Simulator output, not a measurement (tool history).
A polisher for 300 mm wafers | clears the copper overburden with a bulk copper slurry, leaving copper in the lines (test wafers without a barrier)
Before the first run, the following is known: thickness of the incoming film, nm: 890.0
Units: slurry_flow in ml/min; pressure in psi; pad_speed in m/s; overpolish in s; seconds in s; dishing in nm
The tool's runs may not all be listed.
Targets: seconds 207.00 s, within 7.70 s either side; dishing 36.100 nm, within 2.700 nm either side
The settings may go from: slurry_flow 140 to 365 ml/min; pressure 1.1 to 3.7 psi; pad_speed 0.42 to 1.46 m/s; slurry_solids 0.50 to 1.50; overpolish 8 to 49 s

run,hour,slurry_flow,pressure,pad_speed,slurry_solids,overpolish,seconds,dishing
1,0.0,235,2.4,0.94,1.00,25,128.89,80.058
2,0.5,235,2.4,0.94,1.00,31,131.41,90.603
3,1.8,235,2.1,0.94,1.00,25,144.70,75.289
4,5.8,235,1.8,0.94,1.00,21,167.61,60.419
5,10.7,235,1.8,0.94,1.00,13,166.57,41.953
6,15.0,235,1.7,0.94,1.00,13,172.88,38.914
7,20.6,235,1.6,0.94,1.00,13,183.61,39.028
8,29.4,235,1.5,0.94,1.00,13,195.43,36.469

Exercise: of the 4 proposed moves below, exactly one satisfies all targets within the stated allowed misses. Which move is it?
A,38.2,215,1.7,0.94,0.80,12,?,?
B,38.2,250,1.8,0.86,0.65,12,?,?
C,38.2,215,1.5,0.96,1.05,14,?,?
D,38.2,245,1.4,0.94,0.95,14,?,?

move,seconds,dishing
A,184.51,36.598
B,194.80,35.149
C,192.34,39.638
D,208.89,36.941
A: the biggest miss grows against the last run
B: the biggest miss grows against the last run
C: the biggest miss grows against the last run
D: meets every target
The right move is D.
